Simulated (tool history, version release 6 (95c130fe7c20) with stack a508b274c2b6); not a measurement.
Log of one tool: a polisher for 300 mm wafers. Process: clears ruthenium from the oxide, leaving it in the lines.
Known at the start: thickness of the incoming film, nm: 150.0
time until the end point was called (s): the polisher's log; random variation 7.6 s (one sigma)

| run | hour | flow of slurry (ml/min) | pressure of the wafer on the pad (kPa) | speed of the pad under the wafer (m/s) | overpolish time after the end point (s) | time until the end point was called (s) |
|---|---|---|---|---|---|---|
| 1 | 0 | 145 | 9 | 1.28 | 5 | 159.31 |
| 2 | 0.9 | 145 | 6.9 | 1.28 | 5 | 199.63 |
| 3 | 9.4 | 140 | 6.2 | 1.12 | 5 | 247.38 |
| 4 | 16.1 | 170 | 6.2 | 1.12 | 5 | 236.22 |
| 5 | 22.8 | 170 | 4.1 | 1.12 | 5 | 311.1 |
| 6 | 25.4 | 170 | 4.1 | 1.12 | 5 | 301.22 |

Run 7 comes next. What will it give?
| 7 | 28.8 | 165 | 4.1 | 1 | 5 | ? |

Run 7 gave time until the end point was called (s) 351.03.

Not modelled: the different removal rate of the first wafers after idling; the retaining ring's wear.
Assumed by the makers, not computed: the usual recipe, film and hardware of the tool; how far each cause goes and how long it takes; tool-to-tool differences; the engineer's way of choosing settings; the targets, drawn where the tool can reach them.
